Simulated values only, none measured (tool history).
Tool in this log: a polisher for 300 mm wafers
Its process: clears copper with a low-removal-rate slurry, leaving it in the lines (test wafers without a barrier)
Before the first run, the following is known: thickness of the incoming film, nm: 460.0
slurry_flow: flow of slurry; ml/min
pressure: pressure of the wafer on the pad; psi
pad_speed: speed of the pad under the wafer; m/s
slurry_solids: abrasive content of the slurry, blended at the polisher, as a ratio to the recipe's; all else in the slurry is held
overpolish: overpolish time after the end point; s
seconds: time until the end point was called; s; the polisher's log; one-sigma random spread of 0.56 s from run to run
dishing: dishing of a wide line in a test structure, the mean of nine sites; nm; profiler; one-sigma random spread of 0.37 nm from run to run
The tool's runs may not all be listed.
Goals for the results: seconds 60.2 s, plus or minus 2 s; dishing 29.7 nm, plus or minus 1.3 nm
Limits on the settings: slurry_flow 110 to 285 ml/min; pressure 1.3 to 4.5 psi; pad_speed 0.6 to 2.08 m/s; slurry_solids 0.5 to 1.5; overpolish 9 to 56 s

run	day	slurry_flow	pressure	pad_speed	slurry_solids	overpolish	seconds	dishing
1	0	180	2.9	1.34	1	29	103.56	29.428
2	0.196	180	2.9	1.34	1	21	104.39	26.715
3	0.442	185	3.3	1.34	1	22	93.009	28.429
4	0.542	185	3.6	1.36	1	20	84.575	28.96
5	0.917	190	3.8	1.38	1	18	79.672	28.696
6	1.275	150	3.8	1.38	1	18	82.481	29.152
# day 1.596: slurry blender recalibrated
7	1.596	165	4	1.4	1	17	70.349	29.385
8	1.721	215	4.1	1.4	1	19	67.441	29.581
9	1.992	220	4.2	1.4	1	18	67.023	29.474

Below are 4 possible settings for the next run. Only one of them brings all results inside the allowed miss of their targets. Which is it?
A	2.262	140	4.5	1.38	1.35	19	?	?
B	2.262	180	4.1	1.48	1.1	23	?	?
C	2.262	265	3.9	1.72	1.05	9	?	?
D	2.262	205	3.8	1.76	1.25	9	?	?

move	seconds	dishing
A	60.864	29.949
B	63.941	30.031
C	56.644	26.528
D	55.262	26.686
A: every result lands within tolerance
B: nearer than the last run, and not there yet
C: takes the result that was furthest off past its target
D: takes the result that was furthest off past its target
Answer: A

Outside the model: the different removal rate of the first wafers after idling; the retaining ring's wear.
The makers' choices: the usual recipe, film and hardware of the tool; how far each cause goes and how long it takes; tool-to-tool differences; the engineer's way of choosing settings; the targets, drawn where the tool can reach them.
